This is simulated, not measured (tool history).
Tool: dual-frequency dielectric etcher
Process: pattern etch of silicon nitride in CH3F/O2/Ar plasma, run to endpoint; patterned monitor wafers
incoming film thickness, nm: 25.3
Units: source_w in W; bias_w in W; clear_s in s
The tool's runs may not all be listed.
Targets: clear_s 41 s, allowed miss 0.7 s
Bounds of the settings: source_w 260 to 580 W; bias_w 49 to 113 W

run	hour	source_w	bias_w	clear_s
1	0	420	81	35.533
2	5.7	420	71	36.538
3	9.9	400	70	37.638
4	17.2	390	70	38.244
5	19.8	390	83	36.446
6	26.8	340	83	38.1
7	35	330	83	38.603
8	39.5	330	83	38.849
9	42.6	320	83	39.527

4 next moves are on the table. One of them brings every result within its allowed miss. Which?
A	45.7	350	86	?
B	45.7	290	86	?
C	45.7	330	85	?
D	45.7	340	92	?

move	clear_s
A	37.571
B	40.796
C	38.676
D	37.284
A: further off than the last run
B: meets every target
C: further off than the last run
D: further off than the last run
Answer: B
